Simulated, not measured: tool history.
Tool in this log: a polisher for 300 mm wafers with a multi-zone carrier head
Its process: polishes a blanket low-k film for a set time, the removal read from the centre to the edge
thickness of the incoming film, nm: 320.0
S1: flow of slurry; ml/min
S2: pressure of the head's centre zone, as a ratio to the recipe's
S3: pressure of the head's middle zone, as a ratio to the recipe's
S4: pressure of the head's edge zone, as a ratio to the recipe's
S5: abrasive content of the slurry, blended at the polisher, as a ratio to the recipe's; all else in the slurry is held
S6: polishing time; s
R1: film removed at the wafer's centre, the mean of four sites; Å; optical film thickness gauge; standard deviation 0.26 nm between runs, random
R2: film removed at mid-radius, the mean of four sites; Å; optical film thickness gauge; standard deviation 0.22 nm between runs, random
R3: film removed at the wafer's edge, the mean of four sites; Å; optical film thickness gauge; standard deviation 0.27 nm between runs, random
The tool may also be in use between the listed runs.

run  hour   S1    S2    S3    S4    S5   S6      R1      R2      R3
  1     0  320     1     1     1     1   88  328.23  344.31  339.56
  2   8.9  320     1     1     1     1   96  364.84  374.92  375.02
  3  11.2  320  0.92     1     1     1   96  331.84  373.36  374.25
  4    14  320  0.89  1.02  0.96  0.85   90  274.55   326.5  316.48
  5  19.8  320  0.88  1.04  0.93  0.75   86  238.14  296.99  276.65
  6  22.3  320  0.88  1.04  0.93  0.75  104   296.1  357.87   332.9
  7  24.7  315  0.87  1.05   0.9   0.7   98  265.44  325.11  290.22
  8  33.6  315  0.85  1.05  0.89  0.65   94  233.22  298.48  265.43
  9    39  310  0.84  1.05  0.88   0.6   92  211.12  268.82  247.86

Forecast run 10:
 10  40.9  295  0.83  1.06  0.86  0.6  92   ?   ?   ?

Run 10 yielded R1 207.96 Å, R2 270.51 Å, R3 240.96 Å.
